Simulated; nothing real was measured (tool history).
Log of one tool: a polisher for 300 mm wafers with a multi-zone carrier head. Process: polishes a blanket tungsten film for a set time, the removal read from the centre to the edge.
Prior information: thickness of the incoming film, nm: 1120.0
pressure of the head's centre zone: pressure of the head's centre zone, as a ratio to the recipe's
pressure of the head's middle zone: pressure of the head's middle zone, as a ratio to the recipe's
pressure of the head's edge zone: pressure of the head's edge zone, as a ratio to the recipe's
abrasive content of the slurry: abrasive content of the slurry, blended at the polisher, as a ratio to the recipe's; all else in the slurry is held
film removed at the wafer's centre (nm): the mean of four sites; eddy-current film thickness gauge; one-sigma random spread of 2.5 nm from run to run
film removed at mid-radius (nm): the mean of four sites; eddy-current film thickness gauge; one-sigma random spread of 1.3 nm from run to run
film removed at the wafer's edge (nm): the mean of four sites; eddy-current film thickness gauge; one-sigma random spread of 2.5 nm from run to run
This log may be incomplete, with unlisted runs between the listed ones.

| run | hour | flow of slurry (ml/min) | pressure of the head's centre zone | pressure of the head's middle zone | pressure of the head's edge zone | abrasive content of the slurry | polishing time (s) | film removed at the wafer's centre (nm) | film removed at mid-radius (nm) | film removed at the wafer's edge (nm) |
|---|---|---|---|---|---|---|---|---|---|---|
| 1 | 0.0 | 145 | 1.00 | 1.00 | 1.00 | 1.00 | 63 | 286.21 | 281.18 | 297.60 |
| 2 | 4.0 | 145 | 1.00 | 1.00 | 1.00 | 1.00 | 77 | 348.40 | 343.03 | 355.93 |
| 3 | 12.7 | 180 | 1.00 | 1.00 | 1.00 | 1.00 | 77 | 373.94 | 360.77 | 375.59 |
| 4 | 13.8 | 180 | 1.00 | 1.00 | 1.00 | 1.15 | 77 | 389.65 | 378.31 | 385.67 |
| 5 | 17.8 | 170 | 0.99 | 0.98 | 0.97 | 1.05 | 74 | 356.00 | 342.90 | 348.52 |
| 6 | 19.4 | 170 | 0.94 | 0.98 | 0.97 | 1.05 | 74 | 336.88 | 341.51 | 363.21 |
|  | 25.0 | slurry nozzle cleaned |
| 7 | 25.0 | 160 | 0.94 | 0.97 | 0.95 | 0.95 | 71 | 318.63 | 329.26 | 337.73 |

Estimate the outcome of run 8 from the log above:
| 8 | 29.9 | 135 | 0.91 | 0.87 | 1.00 | 0.80 | 53 | ? | ? | ? |

For run 8 the tool returned film removed at the wafer's centre (nm) 217.26, film removed at mid-radius (nm) 205.79, film removed at the wafer's edge (nm) 240.17.
